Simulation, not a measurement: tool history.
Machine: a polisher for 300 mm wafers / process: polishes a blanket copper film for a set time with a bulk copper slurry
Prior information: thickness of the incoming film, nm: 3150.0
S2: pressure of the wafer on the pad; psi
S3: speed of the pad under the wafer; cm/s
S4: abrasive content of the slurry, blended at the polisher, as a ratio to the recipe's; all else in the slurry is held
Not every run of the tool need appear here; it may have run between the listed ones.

Run 1, day 0: flow of slurry (ml/min) 270, S2 2.1 psi, S3 94 cm/s, S4 1, polishing time (s) 111. Result: film removed (nm) 878.36.
Run 2, day 0.262: flow of slurry (ml/min) 270, S2 2.1 psi, S3 94 cm/s, S4 1, polishing time (s) 111. Result: film removed (nm) 847.97.
Run 3, day 0.408: flow of slurry (ml/min) 270, S2 2.1 psi, S3 116 cm/s, S4 1, polishing time (s) 111. Result: film removed (nm) 1071.1.
Run 4, day 0.467: flow of slurry (ml/min) 270, S2 2.1 psi, S3 116 cm/s, S4 1, polishing time (s) 111. Result: film removed (nm) 1059.9.
Run 5, day 0.65: flow of slurry (ml/min) 270, S2 2.1 psi, S3 116 cm/s, S4 1, polishing time (s) 111. Result: film removed (nm) 1074.4.
Run 6, day 0.717: flow of slurry (ml/min) 270, S2 2.1 psi, S3 116 cm/s, S4 1, polishing time (s) 111. Result: film removed (nm) 1054.2.
Run 7, day 1.088: flow of slurry (ml/min) 270, S2 1.9 psi, S3 114 cm/s, S4 1, polishing time (s) 111. Result: film removed (nm) 954.6.
Run 8, day 1.425: flow of slurry (ml/min) 270, S2 1.7 psi, S3 112 cm/s, S4 1, polishing time (s) 111. Result: film removed (nm) 871.82.
Run 9, day 1.642: flow of slurry (ml/min) 270, S2 1.6 psi, S3 110 cm/s, S4 1, polishing time (s) 111. Result: film removed (nm) 816.08.

Expected results for the next run?
Run 10, day 1.896: flow of slurry (ml/min) 270, S2 1.5 psi, S3 108 cm/s, S4 1, polishing time (s) 111. Result: film removed (nm) ?.

For run 10 the tool returned film removed (nm) 745.51.
